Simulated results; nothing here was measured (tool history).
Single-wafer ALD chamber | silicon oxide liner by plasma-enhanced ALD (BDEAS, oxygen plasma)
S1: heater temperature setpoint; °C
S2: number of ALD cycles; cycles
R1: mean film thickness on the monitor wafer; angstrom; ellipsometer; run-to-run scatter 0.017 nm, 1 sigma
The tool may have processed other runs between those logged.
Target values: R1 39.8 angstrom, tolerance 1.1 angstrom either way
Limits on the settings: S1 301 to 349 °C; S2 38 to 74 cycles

| run | hour | S1 | S2 | R1 |
|---|---|---|---|---|
| 1 | 0 | 325 | 56 | 51.067 |
| 2 | 5.6 | 325 | 63 | 57.595 |
| 3 | 7.8 | 325 | 70 | 63.764 |
| 4 | 12.4 | 326 | 62 | 56.479 |
| 5 | 13.3 | 326 | 57 | 51.957 |
| 6 | 14.4 | 327 | 52 | 46.975 |
| 7 | 16.4 | 328 | 50 | 45.386 |
| 8 | 21 | 329 | 48 | 43.64 |
| 9 | 26.9 | 330 | 47 | 42.369 |
| 10 | 35.1 | 332 | 46 | 41.452 |
| 11 | 42.6 | 333 | 46 | 41.166 |
| 12 | 43.6 | 334 | 46 | 41.184 |
| 13 | 46.4 | 335 | 46 | 41.04 |
| 14 | 52.1 | 336 | 46 | 41.411 |

Which one of the following 4 next-run settings gets every result inside its allowed miss? There is exactly one.
| A | 57.8 | 337 | 45 | ? |
| B | 57.8 | 339 | 48 | ? |
| C | 57.8 | 339 | 43 | ? |
| D | 57.8 | 330 | 46 | ? |

| move | R1 |
|---|---|
| A | 40.241 |
| B | 42.78 |
| C | 38.323 |
| D | 41.621 |
A: meets every target
B: further off than the last run
C: moves the result that the last run missed by most past its target, out the other side
D: further off than the last run
Correct choice: A, which meets every target
